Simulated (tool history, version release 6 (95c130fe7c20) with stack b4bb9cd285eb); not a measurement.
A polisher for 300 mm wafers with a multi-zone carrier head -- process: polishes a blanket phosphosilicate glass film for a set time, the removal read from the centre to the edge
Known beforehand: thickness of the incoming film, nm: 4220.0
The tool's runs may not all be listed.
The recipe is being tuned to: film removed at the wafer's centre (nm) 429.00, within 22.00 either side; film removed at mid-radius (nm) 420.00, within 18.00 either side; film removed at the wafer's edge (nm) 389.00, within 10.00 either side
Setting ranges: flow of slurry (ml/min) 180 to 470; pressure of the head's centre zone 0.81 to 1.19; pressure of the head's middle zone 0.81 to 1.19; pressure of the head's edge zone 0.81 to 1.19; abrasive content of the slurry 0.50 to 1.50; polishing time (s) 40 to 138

run	hour	flow of slurry (ml/min)	pressure of the head's centre zone	pressure of the head's middle zone	pressure of the head's edge zone	abrasive content of the slurry	polishing time (s)	film removed at the wafer's centre (nm)	film removed at mid-radius (nm)	film removed at the wafer's edge (nm)
1	0.0	300	1.00	1.00	1.00	1.00	88	586.37	614.93	609.15
2	5.9	300	1.02	1.00	0.96	0.85	84	529.97	539.03	518.95
3	6.8	300	1.02	1.00	0.96	0.65	84	459.69	475.35	454.39
4	11.6	295	1.02	0.99	0.93	0.60	84	436.10	433.92	419.73
5	14.6	285	1.02	1.00	0.91	0.60	84	434.98	446.11	413.39
6	15.4	275	1.02	0.99	0.90	0.60	84	436.47	438.44	412.00
7	16.9	275	1.02	0.98	0.88	0.60	84	429.45	440.06	412.39
8	19.9	275	1.03	0.97	0.86	0.60	84	432.11	442.93	408.10
9	26.4	275	1.03	0.97	0.86	0.60	84	435.18	427.47	409.06
10	27.2	275	1.03	0.97	0.86	0.60	84	444.18	430.97	409.61
11	33.6	270	1.03	0.97	0.85	0.60	84	435.52	431.77	406.76
12	36.7	265	1.03	0.97	0.84	0.60	84	427.07	433.75	401.72

Which one of the following 5 next-run settings gets every result inside its allowed miss? There is exactly one.
A	39.8	200	1.10	1.03	0.90	0.60	81	?	?	?
B	39.8	245	0.90	0.87	0.83	0.80	77	?	?	?
C	39.8	190	0.96	1.19	0.81	0.65	78	?	?	?
D	39.8	265	0.99	1.05	0.81	0.70	79	?	?	?
E	39.8	235	1.10	0.81	0.86	0.90	68	?	?	?

move	film removed at the wafer's centre (nm)	film removed at mid-radius (nm)	film removed at the wafer's edge (nm)
A	433.94	413.01	382.71
B	409.18	434.44	422.79
C	379.63	451.25	366.58
D	433.77	462.60	400.58
E	467.39	390.67	401.85
A: every result lands within tolerance
B: misses by more than the last run did
C: takes the biggest miss from the last run beyond its target
D: misses by more than the last run did
E: misses by more than the last run did
Move A is the one to make.
